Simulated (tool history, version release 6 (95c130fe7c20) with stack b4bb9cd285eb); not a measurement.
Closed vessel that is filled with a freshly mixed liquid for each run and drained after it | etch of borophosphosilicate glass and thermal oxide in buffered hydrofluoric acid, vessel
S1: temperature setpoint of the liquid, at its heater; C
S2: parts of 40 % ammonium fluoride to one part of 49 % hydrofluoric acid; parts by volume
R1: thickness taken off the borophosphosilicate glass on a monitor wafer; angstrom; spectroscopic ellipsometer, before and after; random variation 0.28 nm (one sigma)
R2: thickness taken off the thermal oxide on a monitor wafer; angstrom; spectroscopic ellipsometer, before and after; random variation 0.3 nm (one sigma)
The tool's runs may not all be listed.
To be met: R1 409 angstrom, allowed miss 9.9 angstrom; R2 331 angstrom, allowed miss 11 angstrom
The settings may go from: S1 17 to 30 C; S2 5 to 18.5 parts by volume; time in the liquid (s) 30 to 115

Run 1, hour 0: S1 22 C, S2 11.5 parts by volume, time in the liquid (s) 60. Result: R1 684.47 angstrom, R2 552.21 angstrom.
Run 2, hour 4.7: S1 21.5 C, S2 12 parts by volume, time in the liquid (s) 60. Result: R1 629.73 angstrom, R2 521.35 angstrom.
Run 3, hour 11.3: S1 21.5 C, S2 12 parts by volume, time in the liquid (s) 50. Result: R1 530.18 angstrom, R2 425.12 angstrom.
Run 4, hour 17.5: S1 21 C, S2 12 parts by volume, time in the liquid (s) 50. Result: R1 518.16 angstrom, R2 415.53 angstrom.
Run 5, hour 19.1: S1 19.5 C, S2 12 parts by volume, time in the liquid (s) 50. Result: R1 474.91 angstrom, R2 386.91 angstrom.
Run 6, hour 21.7: S1 19 C, S2 12 parts by volume, time in the liquid (s) 50. Result: R1 463.91 angstrom, R2 374.92 angstrom.
Run 7, hour 23.9: S1 18.5 C, S2 12 parts by volume, time in the liquid (s) 50. Result: R1 450.95 angstrom, R2 363.65 angstrom.
Run 8, hour 29.8: S1 17.5 C, S2 12 parts by volume, time in the liquid (s) 50. Result: R1 424.52 angstrom, R2 339.96 angstrom.

4 next moves are on the table. One of them brings every result within its allowed miss. Which?
Run A, hour 35.7: S1 17.5 C, S2 14 parts by volume, time in the liquid (s) 60. Result: R1 ?, R2 ?.
Run B, hour 35.7: S1 18.5 C, S2 16 parts by volume, time in the liquid (s) 60. Result: R1 ?, R2 ?.
Run C, hour 35.7: S1 17 C, S2 8.5 parts by volume, time in the liquid (s) 40. Result: R1 ?, R2 ?.
Run D, hour 35.7: S1 17 C, S2 11.5 parts by volume, time in the liquid (s) 45. Result: R1 ?, R2 ?.

move      R1      R2
   A  436.55  350.42
   B   404.6  325.23
   C  449.13  358.83
   D  386.53  309.74
A: further off than the last run
B: meets every target
C: further off than the last run
D: takes the result that was furthest off past its target
Answer: B
